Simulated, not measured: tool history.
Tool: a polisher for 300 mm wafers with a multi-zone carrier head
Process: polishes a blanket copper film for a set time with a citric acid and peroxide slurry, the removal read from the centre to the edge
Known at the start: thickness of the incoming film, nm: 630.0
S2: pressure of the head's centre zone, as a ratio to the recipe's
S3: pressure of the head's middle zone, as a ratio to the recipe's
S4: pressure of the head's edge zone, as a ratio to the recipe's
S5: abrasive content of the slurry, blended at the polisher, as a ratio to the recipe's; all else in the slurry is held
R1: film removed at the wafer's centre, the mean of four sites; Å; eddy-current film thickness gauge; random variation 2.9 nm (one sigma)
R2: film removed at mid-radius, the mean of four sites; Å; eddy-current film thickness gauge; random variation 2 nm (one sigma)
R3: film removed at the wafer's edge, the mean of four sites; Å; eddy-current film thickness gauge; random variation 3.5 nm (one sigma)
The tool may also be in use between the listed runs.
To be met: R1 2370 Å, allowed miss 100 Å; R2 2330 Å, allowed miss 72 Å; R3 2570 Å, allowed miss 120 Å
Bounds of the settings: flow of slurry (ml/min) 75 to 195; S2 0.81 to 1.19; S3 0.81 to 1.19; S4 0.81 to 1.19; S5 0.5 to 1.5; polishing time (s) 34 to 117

run 1 hour=0 | flow_of_slurry_(ml/min)=125 S2=1 S3=1 S4=1 S5=1 polishing_time_(s)=75 | R1=1740.6 R2=1757 R3=1757.3
run 2 hour=2.8 | flow_of_slurry_(ml/min)=110 S2=1 S3=1 S4=1 S5=1 polishing_time_(s)=75 | R1=1713.3 R2=1692.2 R3=1704.1
run 3 hour=10.8 | flow_of_slurry_(ml/min)=125 S2=1.01 S3=0.99 S4=1.04 S5=1.1 polishing_time_(s)=77 | R1=1843.6 R2=1821.7 R3=1876.2
run 4 hour=12 | flow_of_slurry_(ml/min)=135 S2=1.02 S3=0.99 S4=1.07 S5=1.2 polishing_time_(s)=79 | R1=1996.9 R2=1929.4 R3=1994.2
run 5 hour=12.7 | flow_of_slurry_(ml/min)=135 S2=1.02 S3=0.99 S4=1.15 S5=1.2 polishing_time_(s)=79 | R1=1960.2 R2=1951.1 R3=2036.8
run 6 hour=18.7 | flow_of_slurry_(ml/min)=140 S2=1.01 S3=0.98 S4=1.16 S5=1.25 polishing_time_(s)=81 | R1=2061.8 R2=2004.2 R3=2174.6
run 7 hour=22.9 | flow_of_slurry_(ml/min)=175 S2=0.97 S3=1.03 S4=1.19 S5=1.5 polishing_time_(s)=83 | R1=2234.5 R2=2318.1 R3=2412.5
run 8 hour=23.4 | flow_of_slurry_(ml/min)=175 S2=0.97 S3=1.02 S4=1.19 S5=1.5 polishing_time_(s)=84 | R1=2249.5 R2=2367 R3=2434.4

4 next moves are on the table. One of them brings every result within its allowed miss. Which?
run A hour=23.9 | flow_of_slurry_(ml/min)=195 S2=0.97 S3=1.19 S4=1.08 S5=1.35 polishing_time_(s)=78 | R1=? R2=? R3=?
run B hour=23.9 | flow_of_slurry_(ml/min)=195 S2=0.97 S3=1.12 S4=1.16 S5=1.45 polishing_time_(s)=78 | R1=? R2=? R3=?
run C hour=23.9 | flow_of_slurry_(ml/min)=135 S2=1 S3=0.97 S4=1.19 S5=1.5 polishing_time_(s)=90 | R1=? R2=? R3=?
run D hour=23.9 | flow_of_slurry_(ml/min)=165 S2=0.81 S3=0.93 S4=1.19 S5=1.5 polishing_time_(s)=95 | R1=? R2=? R3=?

move=A R1=2096.2 R2=2528.3 R3=2097
move=B R1=2133.3 R2=2442.8 R3=2211.2
move=C R1=2366.5 R2=2348.4 R3=2483.7
move=D R1=2114.9 R2=2495.5 R3=2701.5
A: further off than the last run
B: further off than the last run
C: meets every target
D: further off than the last run
The right move is C.
